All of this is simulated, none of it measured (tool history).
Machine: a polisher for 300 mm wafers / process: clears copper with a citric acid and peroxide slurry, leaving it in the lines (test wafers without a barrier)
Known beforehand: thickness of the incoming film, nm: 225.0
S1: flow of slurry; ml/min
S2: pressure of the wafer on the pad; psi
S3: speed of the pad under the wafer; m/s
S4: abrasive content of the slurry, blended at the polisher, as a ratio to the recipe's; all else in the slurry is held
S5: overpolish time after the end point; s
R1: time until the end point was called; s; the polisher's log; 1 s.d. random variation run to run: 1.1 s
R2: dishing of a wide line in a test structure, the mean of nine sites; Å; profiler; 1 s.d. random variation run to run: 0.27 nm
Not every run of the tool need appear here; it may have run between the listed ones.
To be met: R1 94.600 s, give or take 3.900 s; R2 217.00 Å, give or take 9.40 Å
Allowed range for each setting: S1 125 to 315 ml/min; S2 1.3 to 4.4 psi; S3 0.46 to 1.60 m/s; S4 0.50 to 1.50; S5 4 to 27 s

run 1 hour=0.0 | S1=205 S2=2.8 S3=1.02 S4=1.00 S5=14 | R1=133.800 R2=179.53
run 2 hour=9.0 | S1=205 S2=2.8 S3=1.02 S4=1.00 S5=19 | R1=133.770 R2=242.82
run 3 hour=15.4 | S1=205 S2=2.8 S3=0.80 S4=1.00 S5=19 | R1=171.710 R2=191.16
run 4 hour=21.0 | S1=205 S2=2.8 S3=0.88 S4=1.00 S5=19 | R1=153.140 R2=207.10
run 5 hour=24.9 | S1=210 S2=3.1 S3=0.88 S4=1.00 S5=17 | R1=141.170 R2=207.10
run 6 hour=27.2 | S1=210 S2=3.1 S3=0.88 S4=1.00 S5=21 | R1=139.900 R2=254.89
run 7 hour=35.0 | S1=215 S2=3.4 S3=0.88 S4=1.00 S5=19 | R1=126.430 R2=254.78
run 8 hour=41.2 | S1=220 S2=3.6 S3=0.88 S4=1.00 S5=17 | R1=120.300 R2=243.83
run 9 hour=44.5 | S1=220 S2=3.8 S3=0.88 S4=1.00 S5=16 | R1=110.690 R2=241.20
run 10 hour=47.4 | S1=220 S2=3.9 S3=0.88 S4=1.00 S5=15 | R1=112.050 R2=232.80
run 11 hour=52.9 | S1=230 S2=4.0 S3=0.88 S4=1.00 S5=14 | R1=106.710 R2=224.79
run 12 hour=57.9 | S1=230 S2=4.1 S3=0.88 S4=1.00 S5=13 | R1=103.400 R2=212.85

4 next moves are on the table. One of them brings every result within its allowed miss. Which?
run A hour=62.9 | S1=210 S2=3.8 S3=1.06 S4=0.95 S5=12 | R1=? R2=?
run B hour=62.9 | S1=225 S2=4.3 S3=0.92 S4=1.00 S5=11 | R1=? R2=?
run C hour=62.9 | S1=245 S2=4.0 S3=0.84 S4=1.00 S5=13 | R1=? R2=?
run D hour=62.9 | S1=175 S2=3.8 S3=0.84 S4=1.15 S5=16 | R1=? R2=?

move=A R1=95.217 R2=217.20
move=B R1=95.118 R2=201.46
move=C R1=110.400 R2=204.45
move=D R1=118.500 R2=231.35
A: each result inside its tolerance
B: the furthest-off result lands on target, but another misses its tolerance
C: its largest miss is bigger than the last run's
D: its largest miss is bigger than the last run's
So the answer is move A, the one that meets all the targets.

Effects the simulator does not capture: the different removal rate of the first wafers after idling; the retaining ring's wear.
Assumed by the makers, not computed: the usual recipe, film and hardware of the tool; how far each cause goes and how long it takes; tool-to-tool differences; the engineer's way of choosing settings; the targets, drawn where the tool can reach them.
